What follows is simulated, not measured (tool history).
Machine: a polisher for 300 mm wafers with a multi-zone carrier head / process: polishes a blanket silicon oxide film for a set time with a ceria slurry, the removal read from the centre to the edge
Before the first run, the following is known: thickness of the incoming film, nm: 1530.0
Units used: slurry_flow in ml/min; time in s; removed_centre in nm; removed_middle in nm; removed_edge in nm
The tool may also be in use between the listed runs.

run    day  slurry_flow  centre_zone  middle_zone  edge_zone  time  removed_centre  removed_middle  removed_edge
  1      0          220            1            1          1    65          333.04          341.42        342.02
  2  0.088          220            1            1          1    53          283.47          274.99         275.7
  3  0.342          220            1            1          1    60          306.54          310.63         312.6
  4  0.475          230         1.04         1.01       1.03    64          354.61          332.21        339.71
  5  0.521          230         1.04         1.01        1.1    64          345.45          333.56        357.99
  6  0.792          240         1.06         1.04       1.11    67          378.45          364.49        371.69

Run 7 has not been measured yet. What should we expect?
  7  0.846          245         1.07         1.05       1.12    69               ?               ?             ?

For run 7 the tool returned removed_centre 392.8 nm, removed_middle 383.45 nm, removed_edge 387.01 nm.
